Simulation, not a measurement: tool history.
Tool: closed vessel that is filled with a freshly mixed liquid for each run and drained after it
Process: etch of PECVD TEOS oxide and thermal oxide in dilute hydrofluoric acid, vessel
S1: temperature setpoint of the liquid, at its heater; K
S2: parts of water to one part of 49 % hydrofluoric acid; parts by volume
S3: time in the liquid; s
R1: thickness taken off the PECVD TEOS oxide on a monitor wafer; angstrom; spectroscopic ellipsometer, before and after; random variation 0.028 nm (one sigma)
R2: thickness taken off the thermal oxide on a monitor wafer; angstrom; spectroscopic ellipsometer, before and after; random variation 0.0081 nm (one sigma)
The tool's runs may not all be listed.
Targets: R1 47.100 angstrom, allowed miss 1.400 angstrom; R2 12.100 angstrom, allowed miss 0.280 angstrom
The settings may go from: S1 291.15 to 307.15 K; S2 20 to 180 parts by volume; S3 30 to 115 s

{"run": 1, "day": 0.0, "S1": 299.15, "S2": 100, "S3": 60, "R1": 133.46, "R2": 34.195}
{"run": 2, "day": 0.083, "S1": 297.65, "S2": 110, "S3": 60, "R1": 112.09, "R2": 29.154}
{"run": 3, "day": 0.467, "S1": 297.15, "S2": 120, "S3": 60, "R1": 100.27, "R2": 25.821}
{"run": 4, "day": 0.612, "S1": 297.15, "S2": 120, "S3": 85, "R1": 141.55, "R2": 36.653}
{"run": 5, "day": 0.788, "S1": 296.15, "S2": 130, "S3": 80, "R1": 117.09, "R2": 30.442}
{"run": 6, "day": 0.825, "S1": 295.65, "S2": 140, "S3": 75, "R1": 99.885, "R2": 25.55}
{"run": 7, "day": 0.867, "S1": 294.65, "S2": 145, "S3": 70, "R1": 85.649, "R2": 22.031}
{"run": 8, "day": 0.962, "S1": 291.15, "S2": 180, "S3": 60, "R1": 49.714, "R2": 12.809}
{"run": 9, "day": 1.338, "S1": 291.15, "S2": 180, "S3": 55, "R1": 45.39, "R2": 11.673}

4 next moves are on the table. One of them brings every result within its allowed miss. Which?
{"run": "A", "day": 1.712, "S1": 291.15, "S2": 155, "S3": 50, "R1": "?", "R2": "?"}
{"run": "B", "day": 1.712, "S1": 294.65, "S2": 180, "S3": 50, "R1": "?", "R2": "?"}
{"run": "C", "day": 1.712, "S1": 291.15, "S2": 125, "S3": 40, "R1": "?", "R2": "?"}
{"run": "D", "day": 1.712, "S1": 291.15, "S2": 155, "S3": 45, "R1": "?", "R2": "?"}

move=A R1=49.458 R2=12.698
move=B R1=47.508 R2=12.197
move=C R1=50.631 R2=12.999
move=D R1=44.513 R2=11.428
A: takes the result that was furthest off past its target
B: meets every target
C: takes the result that was furthest off past its target
D: further off than the last run
Move B is the one to make.
